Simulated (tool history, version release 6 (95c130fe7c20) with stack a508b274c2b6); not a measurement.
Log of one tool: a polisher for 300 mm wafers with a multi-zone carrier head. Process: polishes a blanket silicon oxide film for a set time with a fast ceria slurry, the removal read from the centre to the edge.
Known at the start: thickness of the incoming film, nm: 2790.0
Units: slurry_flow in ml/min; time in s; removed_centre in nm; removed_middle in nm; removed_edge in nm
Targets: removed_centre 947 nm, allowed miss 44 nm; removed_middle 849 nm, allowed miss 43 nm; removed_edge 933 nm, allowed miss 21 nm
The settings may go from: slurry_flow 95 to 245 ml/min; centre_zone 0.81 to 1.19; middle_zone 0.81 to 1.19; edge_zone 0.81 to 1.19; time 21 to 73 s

Run 1, hour 0: slurry_flow 155 ml/min, centre_zone 1, middle_zone 1, edge_zone 1, time 47 s. Result: removed_centre 813.21 nm, removed_middle 819.86 nm, removed_edge 817.28 nm.
Run 2, hour 2.9: slurry_flow 165 ml/min, centre_zone 1.01, middle_zone 0.99, edge_zone 1.03, time 47 s. Result: removed_centre 815.55 nm, removed_middle 826.1 nm, removed_edge 820.05 nm.
Run 3, hour 11.4: slurry_flow 165 ml/min, centre_zone 1.01, middle_zone 0.93, edge_zone 1.03, time 47 s. Result: removed_centre 825.27 nm, removed_middle 766.28 nm, removed_edge 819.64 nm.
Run 4, hour 15.5: slurry_flow 170 ml/min, centre_zone 1.02, middle_zone 0.93, edge_zone 1.05, time 48 s. Result: removed_centre 847.37 nm, removed_middle 796.77 nm, removed_edge 853.65 nm.
Run 5, hour 16.3: slurry_flow 180 ml/min, centre_zone 1.03, middle_zone 0.93, edge_zone 1.07, time 48 s. Result: removed_centre 867 nm, removed_middle 801.58 nm, removed_edge 878.92 nm.
Run 6, hour 23.9: slurry_flow 180 ml/min, centre_zone 0.98, middle_zone 0.93, edge_zone 1.07, time 48 s. Result: removed_centre 847.69 nm, removed_middle 817.26 nm, removed_edge 870.95 nm.
Run 7, hour 29.7: slurry_flow 190 ml/min, centre_zone 0.99, middle_zone 0.93, edge_zone 1.08, time 48 s. Result: removed_centre 837.55 nm, removed_middle 813.65 nm, removed_edge 881.75 nm.
Run 8, hour 38.1: slurry_flow 195 ml/min, centre_zone 1.02, middle_zone 0.93, edge_zone 1.08, time 48 s. Result: removed_centre 875.68 nm, removed_middle 826.66 nm, removed_edge 883.31 nm.
Run 9, hour 39.1: slurry_flow 200 ml/min, centre_zone 1.03, middle_zone 0.93, edge_zone 1.09, time 48 s. Result: removed_centre 882.94 nm, removed_middle 820.82 nm, removed_edge 887.32 nm.
Run 10, hour 43: slurry_flow 205 ml/min, centre_zone 1.04, middle_zone 0.93, edge_zone 1.1, time 48 s. Result: removed_centre 878.15 nm, removed_middle 803.44 nm, removed_edge 893.08 nm.

5 next moves are on the table. One of them brings every result within its allowed miss. Which?
Run A, hour 46.9: slurry_flow 190 ml/min, centre_zone 0.9, middle_zone 0.95, edge_zone 1.19, time 49 s. Result: removed_centre ?, removed_middle ?, removed_edge ?.
Run B, hour 46.9: slurry_flow 230 ml/min, centre_zone 1.09, middle_zone 0.97, edge_zone 1.05, time 48 s. Result: removed_centre ?, removed_middle ?, removed_edge ?.
Run C, hour 46.9: slurry_flow 210 ml/min, centre_zone 1.13, middle_zone 0.94, edge_zone 1.08, time 46 s. Result: removed_centre ?, removed_middle ?, removed_edge ?.
Run D, hour 46.9: slurry_flow 235 ml/min, centre_zone 1.07, middle_zone 0.91, edge_zone 1.12, time 49 s. Result: removed_centre ?, removed_middle ?, removed_edge ?.
Run E, hour 46.9: slurry_flow 220 ml/min, centre_zone 1, middle_zone 0.96, edge_zone 1.01, time 49 s. Result: removed_centre ?, removed_middle ?, removed_edge ?.

move  removed_centre  removed_middle  removed_edge
   A          787.83           860.7        932.99
   B             920           879.1        875.17
   C          894.05          813.82        842.93
   D          928.37          860.89         925.4
   E          873.39          886.02        872.77
A: brings the result that was furthest off to its target, and leaves another outside
B: further off than the last run
C: further off than the last run
D: meets every target
E: further off than the last run
Move D is the one to make.

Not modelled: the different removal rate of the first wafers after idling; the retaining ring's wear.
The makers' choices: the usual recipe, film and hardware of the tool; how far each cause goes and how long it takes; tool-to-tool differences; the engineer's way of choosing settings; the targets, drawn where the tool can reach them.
